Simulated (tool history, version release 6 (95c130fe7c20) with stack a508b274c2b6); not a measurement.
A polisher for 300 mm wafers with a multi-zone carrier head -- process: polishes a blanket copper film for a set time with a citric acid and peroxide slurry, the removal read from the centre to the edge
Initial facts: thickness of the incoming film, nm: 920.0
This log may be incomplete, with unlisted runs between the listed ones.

| run | hour | flow of slurry (ml/min) | pressure of the head's centre zone | pressure of the head's middle zone | pressure of the head's edge zone | abrasive content of the slurry | polishing time (s) | film removed at the wafer's centre (nm) | film removed at mid-radius (nm) | film removed at the wafer's edge (nm) |
|---|---|---|---|---|---|---|---|---|---|---|
| 1 | 0.0 | 300 | 1.00 | 1.00 | 1.00 | 1.00 | 67 | 186.95 | 197.43 | 187.40 |
| 2 | 6.9 | 300 | 0.99 | 1.01 | 1.02 | 1.05 | 69 | 190.51 | 205.60 | 202.10 |
| 3 | 12.3 | 300 | 0.99 | 1.09 | 1.02 | 1.05 | 69 | 193.51 | 219.97 | 200.41 |
| 4 | 16.3 | 300 | 0.99 | 1.13 | 1.02 | 1.05 | 69 | 192.62 | 226.97 | 195.67 |
| 5 | 24.7 | 240 | 0.99 | 1.13 | 1.02 | 1.05 | 69 | 188.16 | 221.30 | 195.51 |
| 6 | 27.0 | 240 | 0.99 | 1.19 | 1.02 | 1.05 | 69 | 188.94 | 230.43 | 193.84 |
| 7 | 32.6 | 240 | 0.99 | 1.19 | 1.02 | 1.05 | 69 | 187.95 | 229.66 | 189.66 |
| 8 | 41.4 | 245 | 0.98 | 1.19 | 1.04 | 1.10 | 71 | 194.08 | 236.99 | 204.56 |
| 9 | 43.5 | 275 | 0.88 | 1.19 | 1.03 | 1.35 | 85 | 223.57 | 303.25 | 256.25 |

Run 10 comes next. What will it give?
| 10 | 46.3 | 275 | 0.88 | 1.19 | 1.03 | 1.35 | 85 | ? | ? | ? |

{"run 10": {"film removed at the wafer's centre (nm)": 221.45, "film removed at mid-radius (nm)": 302.71, "film removed at the wafer's edge (nm)": 254.58}}
